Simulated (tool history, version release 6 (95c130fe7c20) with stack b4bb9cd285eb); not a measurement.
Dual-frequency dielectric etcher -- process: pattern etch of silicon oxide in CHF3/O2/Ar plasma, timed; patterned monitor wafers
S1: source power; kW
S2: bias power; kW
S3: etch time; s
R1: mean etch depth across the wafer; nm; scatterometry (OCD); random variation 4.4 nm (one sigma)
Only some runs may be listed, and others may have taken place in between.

| run | hour | S1 | S2 | S3 | R1 |
|---|---|---|---|---|---|
| 1 | 0 | 0.69 | 0.208 | 689.5 | 1637.4 |
| 2 | 4 | 0.69 | 0.208 | 689.5 | 1636.1 |
| 3 | 9.2 | 0.69 | 0.208 | 722 | 1709.9 |
| 4 | 15.5 | 0.69 | 0.208 | 722 | 1714.2 |
| 5 | 18.1 | 0.76 | 0.208 | 722 | 1762.4 |
| 6 | 21.6 | 0.72 | 0.195 | 717 | 1694.5 |
| 7 | 22.2 | 0.68 | 0.184 | 712.5 | 1624.1 |

Forecast run 8:
| 8 | 30.2 | 0.65 | 0.175 | 709 | ? |

Run 8 yielded R1 1571.1 nm.
